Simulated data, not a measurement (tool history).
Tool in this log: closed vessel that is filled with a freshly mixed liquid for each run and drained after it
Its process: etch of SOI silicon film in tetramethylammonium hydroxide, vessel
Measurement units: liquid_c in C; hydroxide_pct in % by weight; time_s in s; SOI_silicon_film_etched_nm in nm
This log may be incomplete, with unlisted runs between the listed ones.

run 1 hour=0.0 | liquid_c=67.0 hydroxide_pct=17.0 time_s=90 | SOI_silicon_film_etched_nm=389.29
run 2 hour=2.7 | liquid_c=63.5 hydroxide_pct=17.0 time_s=90 | SOI_silicon_film_etched_nm=316.11
run 3 hour=7.7 | liquid_c=63.5 hydroxide_pct=14.5 time_s=90 | SOI_silicon_film_etched_nm=336.89
run 4 hour=9.0 | liquid_c=63.5 hydroxide_pct=14.5 time_s=90 | SOI_silicon_film_etched_nm=329.41
run 5 hour=11.4 | liquid_c=68.5 hydroxide_pct=14.0 time_s=90 | SOI_silicon_film_etched_nm=457.36
run 6 hour=13.7 | liquid_c=72.0 hydroxide_pct=14.0 time_s=90 | SOI_silicon_film_etched_nm=560.75
run 7 hour=21.5 | liquid_c=72.0 hydroxide_pct=14.0 time_s=90 | SOI_silicon_film_etched_nm=566.47
run 8 hour=29.0 | liquid_c=72.0 hydroxide_pct=14.0 time_s=90 | SOI_silicon_film_etched_nm=573.52
run 9 hour=36.4 | liquid_c=74.0 hydroxide_pct=14.0 time_s=90 | SOI_silicon_film_etched_nm=642.89
-- hour=43.2 thermometer replaced
run 10 hour=43.2 | liquid_c=75.5 hydroxide_pct=14.0 time_s=90 | SOI_silicon_film_etched_nm=794.79

Run 11 has not been measured yet. What should we expect?
run 11 hour=44.9 | liquid_c=76.0 hydroxide_pct=14.0 time_s=90 | SOI_silicon_film_etched_nm=?

Run 11 came out at SOI_silicon_film_etched_nm 810.13 nm.
